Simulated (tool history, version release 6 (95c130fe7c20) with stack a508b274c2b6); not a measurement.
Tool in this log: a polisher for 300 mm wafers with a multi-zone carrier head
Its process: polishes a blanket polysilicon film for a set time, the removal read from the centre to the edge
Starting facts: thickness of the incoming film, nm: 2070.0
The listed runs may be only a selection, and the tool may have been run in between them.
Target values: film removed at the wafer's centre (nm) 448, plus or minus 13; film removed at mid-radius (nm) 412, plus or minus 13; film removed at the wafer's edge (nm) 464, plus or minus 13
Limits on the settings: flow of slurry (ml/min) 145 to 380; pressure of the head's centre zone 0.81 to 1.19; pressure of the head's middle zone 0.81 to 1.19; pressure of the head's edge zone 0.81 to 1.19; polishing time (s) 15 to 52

run,day,flow of slurry (ml/min),pressure of the head's centre zone,pressure of the head's middle zone,pressure of the head's edge zone,polishing time (s),film removed at the wafer's centre (nm),film removed at mid-radius (nm),film removed at the wafer's edge (nm)
1,0,245,1,1,1,33,478.37,481.83,494.7
2,0.308,245,1,0.94,1,33,488.37,458.18,488.39
3,0.675,245,1,0.94,1,30,441.57,415.7,445.72
4,0.896,245,1,0.94,0.95,30,434.49,413.93,435.36
5,0.95,245,1.08,0.94,0.95,30,473.52,414.75,437.17
6,1.212,240,1.06,0.94,0.98,30,468.54,411.79,445.54
7,1.35,235,1.05,0.94,1,30,462.23,413.38,443.92
8,1.667,235,1.04,0.94,1.02,30,453.31,415.49,448.21
9,1.883,235,1.04,0.93,1.04,30,457.09,408.35,444.23

Exactly one of the 4 candidate moves below puts every result within its allowed miss. Which one?
A,2.1,220,1.07,0.85,1.03,31,?,?,?
B,2.1,160,1.03,0.83,1.04,33,?,?,?
C,2.1,210,1.07,0.94,0.95,30,?,?,?
D,2.1,245,1.01,0.93,1.13,30,?,?,?

move,film removed at the wafer's centre (nm),film removed at mid-radius (nm),film removed at the wafer's edge (nm)
A,475.24,383.94,460.14
B,456.49,378.43,471.3
C,456.57,401.06,429.71
D,441.86,406.41,465.97
A: the worst result of the last run now meets its target, but another is out of spec
B: the worst result of the last run now meets its target, but another is out of spec
C: lands further from the targets than the last run did
D: all results land within tolerance of their targets
Answer: D
